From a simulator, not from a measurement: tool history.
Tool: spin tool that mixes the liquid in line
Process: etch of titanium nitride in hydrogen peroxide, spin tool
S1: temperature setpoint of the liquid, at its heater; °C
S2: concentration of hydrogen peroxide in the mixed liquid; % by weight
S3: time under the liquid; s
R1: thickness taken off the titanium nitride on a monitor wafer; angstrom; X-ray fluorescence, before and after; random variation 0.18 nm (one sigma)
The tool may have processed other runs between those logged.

| run | hour | S1 | S2 | S3 | R1 |
|---|---|---|---|---|---|
| 1 | 0 | 42 | 21.5 | 315 | 90.281 |
| 2 | 1 | 44.5 | 21.5 | 315 | 107.72 |
| 3 | 5.7 | 44.5 | 18 | 315 | 105.56 |
| 4 | 12.2 | 44.5 | 16 | 315 | 103.41 |
| 5 | 13.7 | 44.5 | 16 | 315 | 103.68 |
| 6 | 15.1 | 46.5 | 16 | 315 | 115.8 |
| 7 | 16.6 | 48.5 | 16 | 315 | 138.69 |

Expected results for the next run?
| 8 | 20.1 | 49.5 | 16 | 315 | ? |

For run 8 the tool returned R1 150.18 angstrom.
